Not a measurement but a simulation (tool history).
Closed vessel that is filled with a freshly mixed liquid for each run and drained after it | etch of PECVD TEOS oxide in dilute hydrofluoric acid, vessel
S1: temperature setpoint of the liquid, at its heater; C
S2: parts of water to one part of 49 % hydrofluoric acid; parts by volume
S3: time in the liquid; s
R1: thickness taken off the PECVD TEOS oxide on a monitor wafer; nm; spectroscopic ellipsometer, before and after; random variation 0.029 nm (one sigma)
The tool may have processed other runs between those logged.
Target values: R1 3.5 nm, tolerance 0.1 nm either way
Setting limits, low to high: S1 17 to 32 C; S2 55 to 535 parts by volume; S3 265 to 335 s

run,hour,S1,S2,S3,R1
1,0,24,295,335,7.7661
2,2.8,22.5,295,335,7.4635
3,5.2,22.5,295,335,7.3056
4,13.7,22.5,295,335,7.5248
5,22.6,21.5,325,335,6.2323
6,27.6,21.5,360,335,5.6562
7,36.3,20.5,380,335,4.9487
8,39.4,20,395,335,4.5858
9,41.6,19.5,405,335,4.4447
10,44.8,19,415,335,4.2234

Exactly one of the 5 candidate moves below puts every result within its allowed miss. Which one?
A,48,17,380,265,?
B,48,17,290,290,?
C,48,19,320,335,?
D,48,19,435,320,?
E,48,21,510,310,?

move,R1
A,3.5088
B,5.4135
C,5.9527
D,3.8052
E,3.1697
A: each result inside its tolerance
B: misses by more than the last run did
C: misses by more than the last run did
D: an improvement on the last run, though not all results are within tolerance
E: the result that was furthest off in the last run now lies on the other side of its target
A is the move that brings every result within its allowed miss.
